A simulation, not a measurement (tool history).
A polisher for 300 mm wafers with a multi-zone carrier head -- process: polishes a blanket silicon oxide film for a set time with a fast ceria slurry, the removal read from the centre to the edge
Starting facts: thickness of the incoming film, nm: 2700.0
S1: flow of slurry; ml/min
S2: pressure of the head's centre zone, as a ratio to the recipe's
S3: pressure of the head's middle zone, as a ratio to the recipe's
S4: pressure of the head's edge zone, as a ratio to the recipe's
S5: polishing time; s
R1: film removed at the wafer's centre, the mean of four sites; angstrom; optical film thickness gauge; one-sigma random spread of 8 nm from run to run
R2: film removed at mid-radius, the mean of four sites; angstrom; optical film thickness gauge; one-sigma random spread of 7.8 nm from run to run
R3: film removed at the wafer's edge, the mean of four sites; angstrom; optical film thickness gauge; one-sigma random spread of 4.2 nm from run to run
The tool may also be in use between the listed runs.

run 1 hour=0.0 | S1=275 S2=1.00 S3=1.00 S4=1.00 S5=44 | R1=4871.7 R2=4887.7 R3=4909.5
run 2 hour=3.6 | S1=275 S2=1.00 S3=1.00 S4=1.05 S5=44 | R1=4894.8 R2=4838.2 R3=4999.2
run 3 hour=4.3 | S1=275 S2=1.00 S3=1.08 S4=1.05 S5=44 | R1=4907.6 R2=5226.1 R3=5009.0
run 4 hour=9.1 | S1=275 S2=1.00 S3=1.08 S4=1.05 S5=52 | R1=5714.5 R2=6171.5 R3=5892.9
run 5 hour=15.2 | S1=275 S2=1.08 S3=1.08 S4=1.05 S5=52 | R1=6188.1 R2=6076.7 R3=5968.2
run 6 hour=18.1 | S1=275 S2=1.08 S3=1.08 S4=1.05 S5=61 | R1=7316.6 R2=7340.7 R3=6896.5
run 7 hour=26.4 | S1=240 S2=0.98 S3=1.03 S4=0.95 S5=57 | R1=6002.4 R2=6403.3 R3=6043.3

Predict the results of run 8:
run 8 hour=28.3 | S1=240 S2=0.97 S3=1.03 S4=0.95 S5=57 | R1=? R2=? R3=?

{"run 8": {"R1": 5875.4, "R2": 6427.8, "R3": 6059.4}}

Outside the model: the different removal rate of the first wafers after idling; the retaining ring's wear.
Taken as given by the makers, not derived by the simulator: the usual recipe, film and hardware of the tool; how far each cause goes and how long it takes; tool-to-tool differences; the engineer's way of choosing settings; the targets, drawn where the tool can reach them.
